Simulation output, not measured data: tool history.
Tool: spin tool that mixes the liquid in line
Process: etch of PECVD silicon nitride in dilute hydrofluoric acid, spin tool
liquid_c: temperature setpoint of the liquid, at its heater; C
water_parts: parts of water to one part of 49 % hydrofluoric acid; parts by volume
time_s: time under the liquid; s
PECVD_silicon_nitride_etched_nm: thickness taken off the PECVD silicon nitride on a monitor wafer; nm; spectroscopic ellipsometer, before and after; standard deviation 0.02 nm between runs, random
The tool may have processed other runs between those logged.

run  hour  liquid_c  water_parts  time_s  PECVD_silicon_nitride_etched_nm
  1   0.0      20.0           70      80                           2.4651
  2   4.7      21.5           70      80                           2.7158
  3  12.1      22.5           70      80                           2.8989
  4  20.8      23.0           70      80                           3.0407
  5  24.3      23.0           90      80                           2.3616
  6  30.3      24.5           90      80                           2.6182
  7  38.0      25.5           90      80                           2.7763
  8  39.0      26.0           90      80                           2.8662
  9  42.2      26.5           90      80                           2.9636

Forecast run 10:
 10  49.4      27.0           90      80                                ?

{"run 10": {"PECVD_silicon_nitride_etched_nm": 3.053}}

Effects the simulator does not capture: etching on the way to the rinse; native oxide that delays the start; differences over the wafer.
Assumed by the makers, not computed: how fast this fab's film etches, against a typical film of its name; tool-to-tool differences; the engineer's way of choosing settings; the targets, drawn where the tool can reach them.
